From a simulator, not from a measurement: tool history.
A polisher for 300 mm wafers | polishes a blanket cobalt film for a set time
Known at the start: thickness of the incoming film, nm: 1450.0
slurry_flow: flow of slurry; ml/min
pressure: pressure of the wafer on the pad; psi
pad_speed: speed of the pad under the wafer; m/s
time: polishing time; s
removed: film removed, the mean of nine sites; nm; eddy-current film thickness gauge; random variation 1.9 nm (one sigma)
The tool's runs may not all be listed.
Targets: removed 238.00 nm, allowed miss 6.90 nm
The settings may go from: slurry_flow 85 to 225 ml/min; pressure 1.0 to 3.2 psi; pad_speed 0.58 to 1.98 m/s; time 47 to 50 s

run  hour  slurry_flow  pressure  pad_speed  time  removed
  1   0.0          145       2.1       1.28    47   267.86
  2   6.0          140       2.1       1.28    47   266.68
  3  13.7          125       2.1       1.28    47   263.45
  4  14.9          125       2.1       1.60    47   314.96
  5  22.2          125       2.0       1.60    47   307.99
  6  27.1           95       2.0       1.60    47   286.51
  7  31.8           95       1.9       1.60    47   276.73
  8  39.2           90       1.7       1.60    47   250.87

Which of these 4 next moves meets every target?
  A  46.6          140       1.5       1.42    49        ?
  B  46.6           85       1.4       1.58    49        ?
  C  46.6           95       1.9       1.24    47        ?
  D  46.6           90       1.6       1.62    48        ?

move  removed
   A   236.55
   B   220.47
   C   219.89
   D   246.14
A: meets every target
B: takes the result that was furthest off past its target
C: takes the result that was furthest off past its target
D: nearer than the last run, and not there yet
Answer: A

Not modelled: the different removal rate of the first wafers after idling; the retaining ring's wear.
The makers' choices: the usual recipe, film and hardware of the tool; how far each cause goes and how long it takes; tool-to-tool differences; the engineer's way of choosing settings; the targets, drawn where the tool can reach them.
